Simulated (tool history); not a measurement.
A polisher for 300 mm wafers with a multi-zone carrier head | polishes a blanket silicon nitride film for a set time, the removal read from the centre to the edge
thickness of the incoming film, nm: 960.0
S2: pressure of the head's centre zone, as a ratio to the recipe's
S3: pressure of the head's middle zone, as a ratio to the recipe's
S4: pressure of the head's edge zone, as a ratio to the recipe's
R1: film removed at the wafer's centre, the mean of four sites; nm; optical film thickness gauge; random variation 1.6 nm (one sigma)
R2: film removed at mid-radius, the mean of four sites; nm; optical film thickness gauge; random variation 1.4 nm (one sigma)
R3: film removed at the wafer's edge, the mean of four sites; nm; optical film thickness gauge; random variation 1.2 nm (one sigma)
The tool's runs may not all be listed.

run 1 day=0 | flow_of_slurry_(ml/min)=200 S2=1 S3=1 S4=1 polishing_time_(s)=70 | R1=84.428 R2=85.277 R3=85.913
run 2 day=0.196 | flow_of_slurry_(ml/min)=200 S2=1 S3=1 S4=0.92 polishing_time_(s)=70 | R1=86.604 R2=86.305 R3=83.369
run 3 day=0.567 | flow_of_slurry_(ml/min)=205 S2=1 S3=1 S4=0.96 polishing_time_(s)=74 | R1=91.252 R2=90.974 R3=89.929
run 4 day=0.833 | flow_of_slurry_(ml/min)=205 S2=1 S3=1 S4=0.88 polishing_time_(s)=74 | R1=89.513 R2=90.917 R3=85.881
run 5 day=1.104 | flow_of_slurry_(ml/min)=185 S2=1 S3=1 S4=0.88 polishing_time_(s)=74 | R1=89.052 R2=89.938 R3=85.686
run 6 day=1.142 | flow_of_slurry_(ml/min)=215 S2=1 S3=1 S4=0.88 polishing_time_(s)=74 | R1=91.693 R2=92.474 R3=87.815

Forecast run 7:
run 7 day=1.267 | flow_of_slurry_(ml/min)=225 S2=1 S3=0.99 S4=0.92 polishing_time_(s)=77 | R1=? R2=? R3=?

R1: 94.128 nm
R2: 97.643 nm
R3: 90.933 nm

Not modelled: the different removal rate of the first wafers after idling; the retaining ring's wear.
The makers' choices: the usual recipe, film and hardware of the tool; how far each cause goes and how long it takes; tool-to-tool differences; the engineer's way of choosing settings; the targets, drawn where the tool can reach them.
